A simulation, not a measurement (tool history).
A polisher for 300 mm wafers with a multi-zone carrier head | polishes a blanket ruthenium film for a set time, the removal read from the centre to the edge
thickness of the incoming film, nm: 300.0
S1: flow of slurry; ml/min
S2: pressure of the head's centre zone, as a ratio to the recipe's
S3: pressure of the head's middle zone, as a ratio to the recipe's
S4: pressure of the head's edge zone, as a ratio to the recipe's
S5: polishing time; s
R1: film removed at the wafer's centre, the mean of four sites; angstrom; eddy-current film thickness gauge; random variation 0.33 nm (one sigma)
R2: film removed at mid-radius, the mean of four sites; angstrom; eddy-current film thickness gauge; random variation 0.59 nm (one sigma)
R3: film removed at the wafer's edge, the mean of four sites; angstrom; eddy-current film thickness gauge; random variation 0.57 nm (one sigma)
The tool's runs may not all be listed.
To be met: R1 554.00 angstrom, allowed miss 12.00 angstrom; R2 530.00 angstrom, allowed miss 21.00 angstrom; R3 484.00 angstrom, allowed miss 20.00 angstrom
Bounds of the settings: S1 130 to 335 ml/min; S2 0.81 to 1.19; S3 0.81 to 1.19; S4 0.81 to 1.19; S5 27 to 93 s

run,hour,S1,S2,S3,S4,S5,R1,R2,R3
1,0.0,215,1.00,1.00,1.00,59,352.09,344.91,350.08
2,5.6,215,1.00,0.92,1.00,59,352.01,319.10,354.23
3,11.4,215,1.00,0.92,1.00,69,410.06,384.55,411.57
4,13.5,215,0.94,0.92,1.00,69,383.36,374.48,416.54
5,14.9,215,0.94,0.92,1.08,69,384.09,383.29,434.95
6,16.1,215,0.94,0.98,1.08,69,384.63,406.64,429.50
7,21.0,230,0.99,1.00,1.10,70,414.76,420.28,450.39
8,28.0,290,1.09,1.10,1.00,74,498.02,492.31,464.02
9,31.8,295,1.11,1.11,1.01,74,506.90,497.63,460.68
10,33.1,300,1.12,1.12,1.02,75,523.53,508.98,468.81
11,37.3,305,1.13,1.12,1.03,75,527.09,510.56,475.90
12,42.3,310,1.14,1.13,1.03,75,535.45,510.92,471.26
13,47.0,310,1.14,1.13,1.03,75,535.64,516.00,475.87
14,49.4,315,1.15,1.13,1.03,75,536.28,512.09,470.97
15,50.6,315,1.15,1.14,1.04,75,536.12,520.90,475.52

5 next moves are on the table. One of them brings every result within its allowed miss. Which?
A,51.8,275,1.14,1.10,0.99,83,?,?,?
B,51.8,335,1.08,1.16,1.06,75,?,?,?
C,51.8,335,1.13,1.10,0.98,78,?,?,?
D,51.8,310,1.19,1.12,1.00,78,?,?,?
E,51.8,315,1.17,1.08,0.93,80,?,?,?

move,R1,R2,R3
A,586.55,556.61,510.92
B,513.24,537.06,482.53
C,558.42,533.53,485.33
D,583.66,537.75,486.72
E,589.34,535.56,484.92
A: takes the result that was furthest off past its target
B: further off than the last run
C: meets every target
D: takes the result that was furthest off past its target
E: takes the result that was furthest off past its target
The right move is C.

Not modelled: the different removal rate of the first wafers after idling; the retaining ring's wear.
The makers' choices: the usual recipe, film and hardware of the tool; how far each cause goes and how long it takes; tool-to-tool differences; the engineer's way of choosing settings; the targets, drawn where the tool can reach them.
